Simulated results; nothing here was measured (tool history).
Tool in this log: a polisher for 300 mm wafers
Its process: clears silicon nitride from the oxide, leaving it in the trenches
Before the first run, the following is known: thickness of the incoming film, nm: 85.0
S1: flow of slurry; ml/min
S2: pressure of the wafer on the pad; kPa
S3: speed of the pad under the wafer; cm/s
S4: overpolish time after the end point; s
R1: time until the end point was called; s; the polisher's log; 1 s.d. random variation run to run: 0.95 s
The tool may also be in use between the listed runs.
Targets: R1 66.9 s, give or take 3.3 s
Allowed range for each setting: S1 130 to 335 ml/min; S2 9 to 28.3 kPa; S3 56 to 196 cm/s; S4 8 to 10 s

run,hour,S1,S2,S3,S4,R1
1,0,215,18.6,126,10,97.115
2,6.7,215,18.6,110,10,108.38
3,15.6,215,21.4,110,10,95.841
4,19.7,215,21.4,110,8,96.771
5,22.6,250,21.4,110,8,94.283
6,23.6,250,21.4,110,10,93.937
7,31.6,250,22.1,110,10,91.373
# hour 38.2: slurry nozzle cleaned
8,38.2,250,22.8,110,10,80.908
9,44.5,250,23.4,110,10,83.208
10,47.6,250,24.1,110,10,79.601
11,50.1,250,24.8,110,10,77.695
12,52.2,250,25.5,110,10,76.342
13,60.1,255,26.2,110,10,73.88

4 candidate next runs follow, results not yet known. Just one meets every target within its allowed miss. Identify it.
A,68,230,25.5,124,10,?
B,68,185,28.3,96,9,?
C,68,245,26.2,100,9,?
D,68,260,24.8,112,10,?

move,R1
A,67.124
B,79.538
C,80.01
D,75.203
A: all results land within tolerance of their targets
B: lands further from the targets than the last run did
C: lands further from the targets than the last run did
D: lands further from the targets than the last run did
The right move is A.

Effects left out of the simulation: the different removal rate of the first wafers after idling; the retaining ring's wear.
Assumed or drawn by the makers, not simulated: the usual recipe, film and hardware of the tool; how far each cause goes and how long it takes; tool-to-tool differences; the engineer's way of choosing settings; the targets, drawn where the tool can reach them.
